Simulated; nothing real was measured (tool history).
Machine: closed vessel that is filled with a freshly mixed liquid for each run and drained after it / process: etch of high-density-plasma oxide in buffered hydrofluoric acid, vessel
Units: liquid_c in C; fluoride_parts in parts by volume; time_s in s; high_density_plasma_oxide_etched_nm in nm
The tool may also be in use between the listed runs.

run  hour  liquid_c  fluoride_parts  time_s  high_density_plasma_oxide_etched_nm
  1     0        22            18.5      95                               62.192
  2   3.9      23.5              17      95                                73.77
  3   5.4      26.5              17      95                               86.237
  4    11      26.5              17     100                               92.331
  5  12.6      24.5              17     100                               82.383
  6  19.4      27.5              17     100                               96.137

Run 7 has not been measured yet. What should we expect?
  7    27        28              16     100                                    ?

Run 7 measured high_density_plasma_oxide_etched_nm 104.56 nm.
